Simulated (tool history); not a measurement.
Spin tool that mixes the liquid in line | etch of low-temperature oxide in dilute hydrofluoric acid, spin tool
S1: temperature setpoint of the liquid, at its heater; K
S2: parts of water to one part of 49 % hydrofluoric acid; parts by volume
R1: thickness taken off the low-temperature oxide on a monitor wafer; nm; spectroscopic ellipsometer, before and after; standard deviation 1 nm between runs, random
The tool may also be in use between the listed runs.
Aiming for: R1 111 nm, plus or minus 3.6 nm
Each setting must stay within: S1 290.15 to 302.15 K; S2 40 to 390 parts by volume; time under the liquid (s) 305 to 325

run 1 hour=0 | S1=294.15 S2=215 time_under_the_liquid_(s)=305 | R1=23.06
run 2 hour=6.4 | S1=294.15 S2=150 time_under_the_liquid_(s)=305 | R1=34.876
run 3 hour=15.1 | S1=294.15 S2=115 time_under_the_liquid_(s)=305 | R1=47.825
run 4 hour=17.2 | S1=294.15 S2=115 time_under_the_liquid_(s)=305 | R1=48.243
run 5 hour=21.7 | S1=290.65 S2=115 time_under_the_liquid_(s)=305 | R1=42.234
run 6 hour=24 | S1=292.15 S2=105 time_under_the_liquid_(s)=310 | R1=49.073
run 7 hour=28.6 | S1=293.15 S2=95 time_under_the_liquid_(s)=310 | R1=57.945
run 8 hour=34.3 | S1=294.15 S2=90 time_under_the_liquid_(s)=310 | R1=64.352
run 9 hour=41.2 | S1=298.15 S2=60 time_under_the_liquid_(s)=310 | R1=119.48
run 10 hour=48.4 | S1=298.15 S2=60 time_under_the_liquid_(s)=310 | R1=118.62
run 11 hour=53.1 | S1=297.65 S2=60 time_under_the_liquid_(s)=310 | R1=117.21

Which single option among these 5 for the next run brings every result within its allowed miss of target? Just one does.
run A hour=57.8 | S1=297.65 S2=65 time_under_the_liquid_(s)=325 | R1=?
run B hour=57.8 | S1=302.15 S2=70 time_under_the_liquid_(s)=325 | R1=?
run C hour=57.8 | S1=301.65 S2=65 time_under_the_liquid_(s)=320 | R1=?
run D hour=57.8 | S1=299.65 S2=65 time_under_the_liquid_(s)=325 | R1=?
run E hour=57.8 | S1=301.15 S2=65 time_under_the_liquid_(s)=320 | R1=?

move=A R1=111.57
move=B R1=122.76
move=C R1=128.71
move=D R1=120.85
move=E R1=126.22
A: every result lands within tolerance
B: misses by more than the last run did
C: misses by more than the last run did
D: misses by more than the last run did
E: misses by more than the last run did
So the answer is move A, the one that meets all the targets.
